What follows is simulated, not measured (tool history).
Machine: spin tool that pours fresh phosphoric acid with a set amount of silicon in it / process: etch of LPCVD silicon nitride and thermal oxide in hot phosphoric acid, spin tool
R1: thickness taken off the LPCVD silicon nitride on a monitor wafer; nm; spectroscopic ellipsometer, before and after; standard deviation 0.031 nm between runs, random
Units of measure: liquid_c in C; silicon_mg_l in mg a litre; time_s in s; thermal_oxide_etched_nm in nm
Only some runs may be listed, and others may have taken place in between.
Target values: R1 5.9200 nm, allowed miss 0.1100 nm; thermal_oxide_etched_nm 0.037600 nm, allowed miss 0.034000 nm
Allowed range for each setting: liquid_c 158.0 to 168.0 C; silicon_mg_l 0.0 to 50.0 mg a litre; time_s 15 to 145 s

{"run": 1, "hour": 0.0, "liquid_c": 163.0, "silicon_mg_l": 26.0, "time_s": 75, "R1": 7.0389, "thermal_oxide_etched_nm": 0.15312}
{"run": 2, "hour": 0.8, "liquid_c": 163.0, "silicon_mg_l": 13.5, "time_s": 75, "R1": 7.0097, "thermal_oxide_etched_nm": 0.17031}
{"run": 3, "hour": 5.5, "liquid_c": 164.0, "silicon_mg_l": 13.5, "time_s": 75, "R1": 7.2512, "thermal_oxide_etched_nm": 0.33054}
{"run": 4, "hour": 13.0, "liquid_c": 163.0, "silicon_mg_l": 13.0, "time_s": 75, "R1": 6.9966, "thermal_oxide_etched_nm": 0.20131}
{"run": 5, "hour": 17.1, "liquid_c": 163.0, "silicon_mg_l": 13.0, "time_s": 90, "R1": 8.4466, "thermal_oxide_etched_nm": 0.23848}
{"run": 6, "hour": 19.7, "liquid_c": 165.0, "silicon_mg_l": 13.0, "time_s": 90, "R1": 8.9973, "thermal_oxide_etched_nm": 0.17596}
{"run": 7, "hour": 24.8, "liquid_c": 164.0, "silicon_mg_l": 20.5, "time_s": 85, "R1": 8.1597, "thermal_oxide_etched_nm": 0.26624}
{"run": 8, "hour": 27.6, "liquid_c": 164.0, "silicon_mg_l": 20.5, "time_s": 85, "R1": 8.2002, "thermal_oxide_etched_nm": 0.32887}
{"run": 9, "hour": 31.8, "liquid_c": 163.0, "silicon_mg_l": 16.5, "time_s": 85, "R1": 7.9643, "thermal_oxide_etched_nm": 0.28009}
{"run": 10, "hour": 39.4, "liquid_c": 162.5, "silicon_mg_l": 23.5, "time_s": 80, "R1": 7.3842, "thermal_oxide_etched_nm": 0.15827}

Which one of the following 5 next-run settings gets every result inside its allowed miss? There is exactly one.
{"run": "A", "hour": 47.0, "liquid_c": 167.5, "silicon_mg_l": 0.0, "time_s": 55, "R1": "?", "thermal_oxide_etched_nm": "?"}
{"run": "B", "hour": 47.0, "liquid_c": 166.0, "silicon_mg_l": 2.0, "time_s": 60, "R1": "?", "thermal_oxide_etched_nm": "?"}
{"run": "C", "hour": 47.0, "liquid_c": 158.0, "silicon_mg_l": 50.0, "time_s": 65, "R1": "?", "thermal_oxide_etched_nm": "?"}
{"run": "D", "hour": 47.0, "liquid_c": 158.0, "silicon_mg_l": 50.0, "time_s": 75, "R1": "?", "thermal_oxide_etched_nm": "?"}
{"run": "E", "hour": 47.0, "liquid_c": 164.0, "silicon_mg_l": 3.0, "time_s": 65, "R1": "?", "thermal_oxide_etched_nm": "?"}

move=A R1=5.9355 thermal_oxide_etched_nm=0.361910
move=B R1=6.1665 thermal_oxide_etched_nm=0.342870
move=C R1=5.1188 thermal_oxide_etched_nm=0.040550
move=D R1=5.9064 thermal_oxide_etched_nm=0.046789
move=E R1=6.2559 thermal_oxide_etched_nm=0.315920
A: the worst result of the last run now meets its target, but another is out of spec
B: moves toward the targets from the last run without getting all of them in spec
C: takes the biggest miss from the last run beyond its target
D: all results in spec
E: moves toward the targets from the last run without getting all of them in spec
Answer: D
